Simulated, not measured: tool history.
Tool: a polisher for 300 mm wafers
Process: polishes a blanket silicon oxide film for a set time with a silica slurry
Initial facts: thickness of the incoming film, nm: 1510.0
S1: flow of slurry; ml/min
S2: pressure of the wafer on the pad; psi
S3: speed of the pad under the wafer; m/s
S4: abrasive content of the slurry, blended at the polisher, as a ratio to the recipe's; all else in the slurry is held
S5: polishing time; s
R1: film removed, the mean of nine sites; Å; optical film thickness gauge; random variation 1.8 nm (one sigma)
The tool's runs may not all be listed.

| run | hour | S1 | S2 | S3 | S4 | S5 | R1 |
|---|---|---|---|---|---|---|---|
| 1 | 0.0 | 195 | 5.3 | 0.94 | 1.00 | 116 | 3774.1 |
| 2 | 4.7 | 225 | 5.3 | 0.94 | 1.00 | 116 | 3808.4 |
| 3 | 6.4 | 225 | 5.3 | 1.04 | 1.00 | 116 | 4122.0 |
| 4 | 14.6 | 225 | 5.0 | 1.04 | 1.00 | 116 | 3891.8 |
| 5 | 19.4 | 225 | 5.0 | 1.16 | 1.00 | 116 | 4178.5 |
| 6 | 28.2 | 225 | 5.0 | 1.16 | 1.15 | 116 | 4379.2 |
| 7 | 30.1 | 225 | 4.7 | 1.16 | 1.15 | 116 | 4172.6 |
| 8 | 30.8 | 225 | 4.4 | 1.16 | 1.15 | 116 | 3856.6 |
| 9 | 32.6 | 225 | 4.2 | 1.16 | 1.15 | 116 | 3699.4 |

Run 10 is up next; what results do you expect?
| 10 | 39.9 | 190 | 2.7 | 1.16 | 1.15 | 116 | ? |

{"run 10": {"R1": 2522.4}}
